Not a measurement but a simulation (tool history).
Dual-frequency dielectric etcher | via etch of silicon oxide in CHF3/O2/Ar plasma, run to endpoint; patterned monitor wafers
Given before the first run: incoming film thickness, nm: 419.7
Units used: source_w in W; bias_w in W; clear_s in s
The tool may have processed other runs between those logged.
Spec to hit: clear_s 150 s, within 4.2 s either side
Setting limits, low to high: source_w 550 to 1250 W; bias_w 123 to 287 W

run,hour,source_w,bias_w,clear_s
1,0,900,205,188.81
2,4.5,940,212,182.78
3,8.7,940,185,191.94
4,13.7,980,193,185.45
5,20.4,1010,199,177.77
6,21.1,1040,201,174.13
7,28.1,1060,203,174.01
8,36.3,1080,207,170.01

Next run, 4 choices. One meets every target within its allowed miss, the rest don't. Which?
A,44.5,900,170,?
B,44.5,1050,199,?
C,44.5,1250,235,?
D,44.5,890,202,?

move,clear_s
A,202.16
B,176.62
C,152.97
D,192.41
A: its largest miss is bigger than the last run's
B: its largest miss is bigger than the last run's
C: every result lands within tolerance
D: its largest miss is bigger than the last run's
So the answer is move C, the one that meets all the targets.
